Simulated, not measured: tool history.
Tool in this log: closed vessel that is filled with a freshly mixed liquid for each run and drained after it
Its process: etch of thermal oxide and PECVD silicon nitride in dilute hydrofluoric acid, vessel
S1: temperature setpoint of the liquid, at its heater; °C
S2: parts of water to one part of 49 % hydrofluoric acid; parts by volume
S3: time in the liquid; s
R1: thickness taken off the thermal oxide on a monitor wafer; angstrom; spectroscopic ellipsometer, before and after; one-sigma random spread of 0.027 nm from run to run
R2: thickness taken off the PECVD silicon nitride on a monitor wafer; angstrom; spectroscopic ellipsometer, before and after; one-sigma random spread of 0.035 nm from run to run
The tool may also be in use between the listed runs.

run,hour,S1,S2,S3,R1,R2
1,0.0,26.0,290,285,37.557,21.0380
2,6.7,26.0,360,285,28.048,16.9750
3,12.2,26.0,450,285,20.563,13.5900
4,16.1,26.0,450,195,14.222,9.5944
5,21.9,26.0,450,270,19.400,12.8390
6,24.0,26.0,450,360,26.236,16.9530
7,31.1,26.5,405,355,30.256,19.1370
8,33.9,27.0,370,355,34.631,22.4180
9,35.8,24.5,255,345,50.656,26.1690

Forecast run 10:
10,40.1,25.0,265,345,?,?

R1: 48.720 angstrom
R2: 26.0880 angstrom

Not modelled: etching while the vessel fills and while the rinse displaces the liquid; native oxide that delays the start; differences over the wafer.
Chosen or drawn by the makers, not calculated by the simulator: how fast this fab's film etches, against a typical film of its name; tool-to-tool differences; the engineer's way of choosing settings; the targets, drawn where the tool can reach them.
